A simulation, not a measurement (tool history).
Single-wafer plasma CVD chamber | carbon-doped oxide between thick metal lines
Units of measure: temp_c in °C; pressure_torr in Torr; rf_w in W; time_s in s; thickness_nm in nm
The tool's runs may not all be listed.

Run 1, day 0: temp_c 345 °C, pressure_torr 4.74 Torr, rf_w 565 W, time_s 171 s. Result: thickness_nm 963.18 nm.
Run 2, day 0.229: temp_c 339 °C, pressure_torr 4.74 Torr, rf_w 565 W, time_s 171 s. Result: thickness_nm 992.63 nm.
Run 3, day 0.325: temp_c 339 °C, pressure_torr 5.21 Torr, rf_w 565 W, time_s 171 s. Result: thickness_nm 1003.4 nm.
Run 4, day 0.55: temp_c 339 °C, pressure_torr 5.21 Torr, rf_w 565 W, time_s 176 s. Result: thickness_nm 1032.2 nm.
Run 5, day 0.742: temp_c 341 °C, pressure_torr 5.08 Torr, rf_w 550 W, time_s 176 s. Result: thickness_nm 1001.7 nm.
Run 6, day 1.046: temp_c 344 °C, pressure_torr 4.96 Torr, rf_w 540 W, time_s 176 s. Result: thickness_nm 983.58 nm.
Run 7, day 1.112: temp_c 347 °C, pressure_torr 4.18 Torr, rf_w 450 W, time_s 174 s. Result: thickness_nm 822.2 nm.

Predict the results of run 8:
Run 8, day 1.279: temp_c 346 °C, pressure_torr 4.25 Torr, rf_w 450 W, time_s 174 s. Result: thickness_nm ?.

Run 8 produced thickness_nm 830.16 nm.
